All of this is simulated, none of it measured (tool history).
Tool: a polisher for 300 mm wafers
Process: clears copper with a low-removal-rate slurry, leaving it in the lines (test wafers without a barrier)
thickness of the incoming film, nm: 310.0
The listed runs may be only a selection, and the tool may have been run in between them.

run    day  flow of slurry (ml/min)  pressure of the wafer on the pad (kPa)  speed of the pad under the wafer (cm/s)  abrasive content of the slurry  overpolish time after the end point (s)  time until the end point was called (s)  dishing of a wide line in a test structure (Å)
  1      0                      150                                    22.1                                      134                               1                                       25                                   65.663                                          486.74
  2   0.15                      150                                      20                                      132                               1                                       27                                   72.913                                          493.31
  3  0.204                      150                                    18.6                                      132                               1                                       28                                   76.365                                          478.53
  4  0.433                      150                                    17.2                                      132                               1                                       29                                   82.796                                          474.14
  5  0.596                      150                                    16.5                                      132                               1                                       30                                   86.253                                             457
  6  0.929                      150                                    16.5                                      132                               1                                       40                                   84.262                                          531.29

Run 7 is up next; what results do you expect?
  7  0.962                      150                                    15.9                                      132                               1                                       39                                        ?                                               ?

{"run 7": {"time until the end point was called (s)": 89.36, "dishing of a wide line in a test structure (Å)": 519.37}}

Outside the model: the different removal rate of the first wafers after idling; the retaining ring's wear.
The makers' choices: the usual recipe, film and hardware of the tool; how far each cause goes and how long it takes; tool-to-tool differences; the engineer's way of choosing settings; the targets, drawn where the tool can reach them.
